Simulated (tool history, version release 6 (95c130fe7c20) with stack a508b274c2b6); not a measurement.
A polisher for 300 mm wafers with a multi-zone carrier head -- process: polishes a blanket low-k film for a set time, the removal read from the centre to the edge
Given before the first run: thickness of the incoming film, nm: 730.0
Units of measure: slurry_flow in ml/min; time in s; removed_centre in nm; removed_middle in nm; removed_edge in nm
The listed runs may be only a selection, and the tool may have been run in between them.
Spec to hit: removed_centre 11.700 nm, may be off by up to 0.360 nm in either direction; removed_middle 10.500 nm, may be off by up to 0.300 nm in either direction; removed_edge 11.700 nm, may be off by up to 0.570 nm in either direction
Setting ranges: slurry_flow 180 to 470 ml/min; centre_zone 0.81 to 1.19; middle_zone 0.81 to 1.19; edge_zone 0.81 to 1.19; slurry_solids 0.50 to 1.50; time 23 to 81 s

run,day,slurry_flow,centre_zone,middle_zone,edge_zone,slurry_solids,time,removed_centre,removed_middle,removed_edge
1,0.000,300,1.00,1.00,1.00,1.00,52,20.323,20.920,20.871
2,0.138,295,1.00,0.98,0.99,0.95,50,19.155,19.291,19.177
3,0.479,290,0.99,0.96,1.00,0.90,48,17.546,17.689,18.084
4,0.808,290,0.99,0.96,1.00,0.80,48,16.650,16.497,17.385
5,0.925,290,0.94,0.96,1.00,0.80,48,15.632,16.509,16.973
6,1.262,290,0.94,1.01,1.00,0.80,48,15.994,17.220,17.232
7,1.492,285,0.95,0.98,0.99,0.75,47,15.156,15.742,15.917
8,1.767,245,0.95,0.88,0.94,0.50,43,10.500,10.335,11.000
9,1.971,255,0.96,0.88,0.94,0.50,43,10.854,10.310,11.132
# day 2.012: worn pad replaced by a new one
10,2.012,265,0.96,0.88,0.94,0.50,43,11.666,11.250,12.239
11,2.192,265,0.97,0.87,0.94,0.50,43,11.663,11.128,12.038
12,2.333,265,0.97,0.86,0.94,0.50,43,11.964,10.929,12.462
13,2.600,265,0.97,0.86,0.94,0.50,43,11.895,11.095,11.867
14,2.812,265,0.97,0.85,0.95,0.50,43,11.782,10.980,11.999
15,2.979,265,0.97,0.84,0.95,0.50,43,11.833,10.870,11.805
16,3.162,265,0.97,0.84,0.95,0.50,43,11.901,10.749,12.202
17,3.525,260,0.98,0.84,0.93,0.50,43,11.873,10.789,11.893

Pick the move, out of 4, that brings all results within their allowed miss; only one does.
A,3.888,300,0.96,0.92,1.00,0.50,42,?,?,?
B,3.888,235,0.97,0.93,0.84,0.50,43,?,?,?
C,3.888,265,1.05,0.96,0.85,0.65,34,?,?,?
D,3.888,225,0.99,0.84,0.91,0.50,43,?,?,?

move,removed_centre,removed_middle,removed_edge
A,11.640,11.598,12.127
B,11.676,11.655,11.213
C,11.978,11.309,10.613
D,11.835,10.651,11.591
A: lands further from the targets than the last run did
B: lands further from the targets than the last run did
C: lands further from the targets than the last run did
D: hits every target within its allowed miss
Go with D: it meets all targets.
